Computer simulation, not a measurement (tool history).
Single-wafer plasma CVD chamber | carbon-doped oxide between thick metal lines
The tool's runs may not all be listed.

run	hour	heater temperature setpoint (deg C)	chamber pressure (Pa)	RF power (W)	deposition time (s)	mean film thickness on the monitor wafer (nm)
1	0	340	787	460	179	933.66
2	4	340	787	460	179	935.55
3	4.7	340	787	420	179	848.74
4	9.1	343	732	410	179	818.3
5	16.5	346	676	405	179	794.17
6	25.1	346	676	460	179	909.13
7	28.3	348	653	435	179	849.77
8	32.9	348	653	435	179	847.65

Run 9 comes next. What will it give?
9	37.5	350	625	420	179	?

{"run 9": {"mean film thickness on the monitor wafer (nm)": 811.83}}
